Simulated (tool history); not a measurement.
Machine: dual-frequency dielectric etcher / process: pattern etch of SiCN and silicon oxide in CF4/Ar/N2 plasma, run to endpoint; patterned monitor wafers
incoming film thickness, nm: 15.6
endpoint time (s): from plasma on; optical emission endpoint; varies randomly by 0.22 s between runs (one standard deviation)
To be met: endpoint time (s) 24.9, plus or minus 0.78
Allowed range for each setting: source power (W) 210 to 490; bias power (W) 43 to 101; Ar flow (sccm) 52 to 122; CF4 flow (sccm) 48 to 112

run  hour  source power (W)  bias power (W)  Ar flow (sccm)  CF4 flow (sccm)  endpoint time (s)
  1     0               350              72              87               80             19.869
  2   8.4               350              83              87               80             18.881
  3    14               350              83              75               80             18.414
  4  17.6               310              82              76               80             19.397
  5  25.1               280              76              80               78             21.576
  6  26.3               280              76              87               78             22.052
  7  33.4               260              75              87               78             22.512
  8  37.4               250              73              88               77             23.481
  9  46.1               250              73              88               77             23.255

4 candidate next runs follow, results not yet known. Just one meets every target within its allowed miss. Identify it.
  A  54.8               240              86              92               70                  ?
  B  54.8               250              61              90               85                  ?
  C  54.8               280              81             105               67                  ?
  D  54.8               210              61              88               77                  ?

move  endpoint time (s)
   A             23.038
   B             24.865
   C             22.728
   D             27.016
A: further off than the last run
B: every result lands within tolerance
C: further off than the last run
D: takes the biggest miss from the last run beyond its target
Go with B: it meets all targets.

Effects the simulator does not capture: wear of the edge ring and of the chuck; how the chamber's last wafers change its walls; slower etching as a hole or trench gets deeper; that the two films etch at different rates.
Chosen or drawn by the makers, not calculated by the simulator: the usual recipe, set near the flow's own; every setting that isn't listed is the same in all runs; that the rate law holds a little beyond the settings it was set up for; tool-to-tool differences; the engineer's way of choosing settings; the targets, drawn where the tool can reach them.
